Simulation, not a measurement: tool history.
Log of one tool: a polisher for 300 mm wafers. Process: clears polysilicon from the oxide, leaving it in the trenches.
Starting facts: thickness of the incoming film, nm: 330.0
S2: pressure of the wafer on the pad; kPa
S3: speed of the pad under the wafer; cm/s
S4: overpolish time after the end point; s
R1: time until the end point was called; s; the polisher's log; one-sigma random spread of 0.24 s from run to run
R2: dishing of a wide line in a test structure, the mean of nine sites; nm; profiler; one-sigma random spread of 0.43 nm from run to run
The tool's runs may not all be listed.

{"run": 1, "hour": 0.0, "flow of slurry (ml/min)": 155, "S2": 12.4, "S3": 120, "S4": 23, "R1": 36.719, "R2": 33.016}
{"run": 2, "hour": 4.8, "flow of slurry (ml/min)": 165, "S2": 13.1, "S3": 120, "S4": 18, "R1": 34.278, "R2": 32.333}
{"run": 3, "hour": 11.2, "flow of slurry (ml/min)": 190, "S2": 13.8, "S3": 120, "S4": 15, "R1": 32.022, "R2": 31.686}
{"run": 4, "hour": 18.1, "flow of slurry (ml/min)": 190, "S2": 11, "S3": 120, "S4": 15, "R1": 39.726, "R2": 32.694}
{"run": 5, "hour": 24.0, "flow of slurry (ml/min)": 190, "S2": 11, "S3": 136, "S4": 15, "R1": 35.082, "R2": 32.365}
{"run": 6, "hour": 25.6, "flow of slurry (ml/min)": 205, "S2": 11.7, "S3": 134, "S4": 13, "R1": 33.551, "R2": 30.823}
{"run": 7, "hour": 27.5, "flow of slurry (ml/min)": 210, "S2": 12.4, "S3": 134, "S4": 12, "R1": 31.325, "R2": 31.952}

Predict the results of run 8:
{"run": 8, "hour": 36.2, "flow of slurry (ml/min)": 210, "S2": 12.4, "S3": 134, "S4": 12, "R1": "?", "R2": "?"}

R1: 31.357 s
R2: 30.869 nm
